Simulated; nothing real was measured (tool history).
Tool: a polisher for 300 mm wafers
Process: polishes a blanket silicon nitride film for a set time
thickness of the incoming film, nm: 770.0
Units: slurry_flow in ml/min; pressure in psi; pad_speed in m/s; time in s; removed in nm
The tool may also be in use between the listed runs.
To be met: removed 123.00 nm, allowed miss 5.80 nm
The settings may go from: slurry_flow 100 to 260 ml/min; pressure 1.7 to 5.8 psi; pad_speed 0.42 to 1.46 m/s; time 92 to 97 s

run,hour,slurry_flow,pressure,pad_speed,time,removed
1,0.0,165,3.7,0.94,92,144.32
2,3.7,165,3.6,0.94,92,144.10
3,9.3,165,3.5,0.94,92,138.97
4,17.1,165,3.4,0.94,92,139.74
5,22.4,165,3.3,0.94,92,135.57
6,25.0,195,3.3,0.94,92,138.27
7,31.1,195,3.2,0.94,92,133.42
8,33.0,195,3.1,0.94,92,129.99

4 next moves are on the table. One of them brings every result within its allowed miss. Which?
A,34.9,225,2.8,1.06,92,?
B,34.9,180,3.5,0.84,97,?
C,34.9,205,2.9,0.90,94,?
D,34.9,210,2.8,1.08,97,?

move,removed
A,133.92
B,136.55
C,122.14
D,142.15
A: further off than the last run
B: further off than the last run
C: meets every target
D: further off than the last run
Answer: C
